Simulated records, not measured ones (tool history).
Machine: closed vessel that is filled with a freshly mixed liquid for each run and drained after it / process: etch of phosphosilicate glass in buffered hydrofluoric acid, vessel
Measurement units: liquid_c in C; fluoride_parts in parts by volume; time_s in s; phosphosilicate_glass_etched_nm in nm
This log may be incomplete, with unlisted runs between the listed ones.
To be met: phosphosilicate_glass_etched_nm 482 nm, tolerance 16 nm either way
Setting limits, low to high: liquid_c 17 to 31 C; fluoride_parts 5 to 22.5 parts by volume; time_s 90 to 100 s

run,hour,liquid_c,fluoride_parts,time_s,phosphosilicate_glass_etched_nm
1,0,23,13.5,90,203.1
2,6,23,12,90,222
3,7.9,24.5,12,90,247.35
4,9.4,24.5,15,90,198.14
5,11.5,22,15,90,170.46
6,14.8,22,18.5,90,138.33
7,20.1,23.5,16.5,90,166.39
8,21.6,24.5,15,90,193.77

Which of these 4 next moves meets every target?
A,23.1,31,7,100,?
B,23.1,27.5,8.5,100,?
C,23.1,25.5,6.5,100,?
D,23.1,27,7.5,100,?

move,phosphosilicate_glass_etched_nm
A,638.92
B,430.9
C,509.2
D,480.4
A: pushes the last run's worst result past its target
B: closes in on the targets versus the last run, not all within tolerance yet
C: pushes the last run's worst result past its target
D: all results land within tolerance of their targets
So the answer is move D, the one that meets all the targets.

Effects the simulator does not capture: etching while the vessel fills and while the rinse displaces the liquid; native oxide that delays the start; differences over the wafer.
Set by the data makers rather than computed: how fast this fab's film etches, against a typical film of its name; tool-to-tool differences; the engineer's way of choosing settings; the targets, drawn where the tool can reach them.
